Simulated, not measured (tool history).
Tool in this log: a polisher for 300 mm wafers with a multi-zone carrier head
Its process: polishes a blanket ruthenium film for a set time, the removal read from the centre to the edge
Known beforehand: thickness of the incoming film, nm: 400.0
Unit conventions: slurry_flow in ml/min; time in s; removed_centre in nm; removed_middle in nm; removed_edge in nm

Run 1, day 0: slurry_flow 280 ml/min, centre_zone 1, middle_zone 1, edge_zone 1, time 63 s. Result: removed_centre 66.97 nm, removed_middle 67.666 nm, removed_edge 69.608 nm.
Run 2, day 0.3: slurry_flow 295 ml/min, centre_zone 1, middle_zone 1.04, edge_zone 1.03, time 64 s. Result: removed_centre 68.856 nm, removed_middle 71.341 nm, removed_edge 72.984 nm.
Run 3, day 0.596: slurry_flow 310 ml/min, centre_zone 1, middle_zone 1.08, edge_zone 1.04, time 64 s. Result: removed_centre 67.894 nm, removed_middle 74.365 nm, removed_edge 72.251 nm.
Run 4, day 0.712: slurry_flow 310 ml/min, centre_zone 1, middle_zone 1.08, edge_zone 1.04, time 50 s. Result: removed_centre 53.857 nm, removed_middle 57.188 nm, removed_edge 55.579 nm.
Run 5, day 0.938: slurry_flow 275 ml/min, centre_zone 1, middle_zone 1.08, edge_zone 1.04, time 50 s. Result: removed_centre 52.625 nm, removed_middle 57.498 nm, removed_edge 55.627 nm.
Run 6, day 1.262: slurry_flow 275 ml/min, centre_zone 1, middle_zone 1.08, edge_zone 1.04, time 65 s. Result: removed_centre 68.508 nm, removed_middle 75.13 nm, removed_edge 73.262 nm.
Run 7, day 1.3: slurry_flow 275 ml/min, centre_zone 1, middle_zone 1.08, edge_zone 1.04, time 65 s. Result: removed_centre 68.987 nm, removed_middle 74.885 nm, removed_edge 71.57 nm.
Run 8, day 1.421: slurry_flow 290 ml/min, centre_zone 1, middle_zone 1.1, edge_zone 1.06, time 66 s. Result: removed_centre 70.988 nm, removed_middle 76.783 nm, removed_edge 74.875 nm.
Run 9, day 1.788: slurry_flow 290 ml/min, centre_zone 0.99, middle_zone 1.12, edge_zone 1.07, time 67 s. Result: removed_centre 71.55 nm, removed_middle 79.724 nm, removed_edge 74.457 nm.

Run 10, settings as shown, results not yet in. Your forecast:
Run 10, day 1.883: slurry_flow 290 ml/min, centre_zone 0.97, middle_zone 1.12, edge_zone 1.08, time 68 s. Result: removed_centre ?, removed_middle ?, removed_edge ?.

{"run 10": {"removed_centre": 71.007, "removed_middle": 80.134, "removed_edge": 77.515}}

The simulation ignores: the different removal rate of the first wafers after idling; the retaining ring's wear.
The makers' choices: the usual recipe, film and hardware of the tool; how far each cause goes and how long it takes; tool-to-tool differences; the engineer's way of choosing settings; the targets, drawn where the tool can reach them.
